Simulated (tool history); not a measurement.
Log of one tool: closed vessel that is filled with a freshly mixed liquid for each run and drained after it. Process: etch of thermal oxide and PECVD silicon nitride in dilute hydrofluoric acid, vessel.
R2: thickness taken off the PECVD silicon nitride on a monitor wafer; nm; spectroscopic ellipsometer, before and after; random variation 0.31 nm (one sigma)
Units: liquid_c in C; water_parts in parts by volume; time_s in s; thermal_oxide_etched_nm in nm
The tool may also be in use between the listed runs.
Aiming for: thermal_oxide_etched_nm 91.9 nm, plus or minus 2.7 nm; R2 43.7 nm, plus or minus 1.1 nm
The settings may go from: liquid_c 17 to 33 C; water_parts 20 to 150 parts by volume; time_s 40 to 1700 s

{"run": 1, "hour": 0.0, "liquid_c": 25, "water_parts": 85, "time_s": 870, "thermal_oxide_etched_nm": 50.674, "R2": 30.319}
{"run": 2, "hour": 3.7, "liquid_c": 24.5, "water_parts": 75, "time_s": 855, "thermal_oxide_etched_nm": 56.474, "R2": 32.394}
{"run": 3, "hour": 7.8, "liquid_c": 24, "water_parts": 70, "time_s": 835, "thermal_oxide_etched_nm": 58.216, "R2": 32.583}
{"run": 4, "hour": 14.6, "liquid_c": 24, "water_parts": 55, "time_s": 835, "thermal_oxide_etched_nm": 75.414, "R2": 42.195}
{"run": 5, "hour": 18.8, "liquid_c": 23.5, "water_parts": 50, "time_s": 830, "thermal_oxide_etched_nm": 80.366, "R2": 44.122}
{"run": 6, "hour": 27.6, "liquid_c": 23.5, "water_parts": 50, "time_s": 610, "thermal_oxide_etched_nm": 59.585, "R2": 32.537}
{"run": 7, "hour": 29.7, "liquid_c": 23, "water_parts": 45, "time_s": 615, "thermal_oxide_etched_nm": 66.179, "R2": 35.061}
{"run": 8, "hour": 37.6, "liquid_c": 22.5, "water_parts": 40, "time_s": 615, "thermal_oxide_etched_nm": 73.739, "R2": 38.003}
{"run": 9, "hour": 45.9, "liquid_c": 22, "water_parts": 40, "time_s": 615, "thermal_oxide_etched_nm": 70.892, "R2": 36.791}
{"run": 10, "hour": 50.5, "liquid_c": 21.5, "water_parts": 35, "time_s": 615, "thermal_oxide_etched_nm": 80.559, "R2": 40.155}
{"hour": 57.1, "done": "thermometer replaced"}
{"run": 11, "hour": 57.1, "liquid_c": 21, "water_parts": 30, "time_s": 615, "thermal_oxide_etched_nm": 83.784, "R2": 39.5}
{"run": 12, "hour": 58.4, "liquid_c": 21, "water_parts": 25, "time_s": 615, "thermal_oxide_etched_nm": 103.23, "R2": 47.089}
{"run": 13, "hour": 65.4, "liquid_c": 21.5, "water_parts": 30, "time_s": 615, "thermal_oxide_etched_nm": 86.044, "R2": 40.272}
{"run": 14, "hour": 74.2, "liquid_c": 22, "water_parts": 30, "time_s": 615, "thermal_oxide_etched_nm": 87.684, "R2": 42.655}
{"run": 15, "hour": 78.0, "liquid_c": 21.5, "water_parts": 25, "time_s": 605, "thermal_oxide_etched_nm": 104.08, "R2": 47.59}
{"run": 16, "hour": 87.0, "liquid_c": 21.5, "water_parts": 25, "time_s": 605, "thermal_oxide_etched_nm": 103.8, "R2": 47.932}

Next run, 4 choices. One meets every target within its allowed miss, the rest don't. Which?
{"run": "A", "hour": 96.0, "liquid_c": 23.5, "water_parts": 25, "time_s": 630, "thermal_oxide_etched_nm": "?", "R2": "?"}
{"run": "B", "hour": 96.0, "liquid_c": 22, "water_parts": 30, "time_s": 635, "thermal_oxide_etched_nm": "?", "R2": "?"}
{"run": "C", "hour": 96.0, "liquid_c": 19.5, "water_parts": 30, "time_s": 765, "thermal_oxide_etched_nm": "?", "R2": "?"}
{"run": "D", "hour": 96.0, "liquid_c": 25, "water_parts": 20, "time_s": 440, "thermal_oxide_etched_nm": "?", "R2": "?"}

move=A thermal_oxide_etched_nm=116.67 R2=57.236
move=B thermal_oxide_etched_nm=91.374 R2=43.657
move=C thermal_oxide_etched_nm=98.895 R2=44.181
move=D thermal_oxide_etched_nm=109.24 R2=54.822
A: moves away from the targets compared with the last run
B: meets every target
C: gains on the last run, yet a result remains outside its allowed miss
D: moves away from the targets compared with the last run
Answer: B
